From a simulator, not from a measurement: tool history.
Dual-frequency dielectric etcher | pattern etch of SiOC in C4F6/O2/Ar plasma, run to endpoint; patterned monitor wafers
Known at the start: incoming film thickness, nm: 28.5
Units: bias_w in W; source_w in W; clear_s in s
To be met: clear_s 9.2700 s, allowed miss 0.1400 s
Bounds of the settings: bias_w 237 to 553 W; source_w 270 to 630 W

run 1 hour=0.0 | bias_w=395 source_w=450 | clear_s=10.1620
run 2 hour=2.6 | bias_w=415 source_w=450 | clear_s=9.9325
run 3 hour=5.6 | bias_w=415 source_w=380 | clear_s=10.8520
run 4 hour=13.9 | bias_w=415 source_w=410 | clear_s=10.4020
run 5 hour=20.6 | bias_w=415 source_w=470 | clear_s=9.7367
run 6 hour=24.2 | bias_w=370 source_w=470 | clear_s=10.1530
run 7 hour=30.4 | bias_w=389 source_w=470 | clear_s=10.0230
run 8 hour=34.3 | bias_w=389 source_w=470 | clear_s=9.9368

4 next moves are on the table. One of them brings every result within its allowed miss. Which?
run A hour=38.2 | bias_w=494 source_w=490 | clear_s=?
run B hour=38.2 | bias_w=456 source_w=490 | clear_s=?
run C hour=38.2 | bias_w=268 source_w=500 | clear_s=?
run D hour=38.2 | bias_w=358 source_w=410 | clear_s=?

move=A clear_s=9.0569
move=B clear_s=9.2966
move=C clear_s=10.8060
move=D clear_s=10.9100
A: takes the result that was furthest off past its target
B: meets every target
C: further off than the last run
D: further off than the last run
The right move is B.
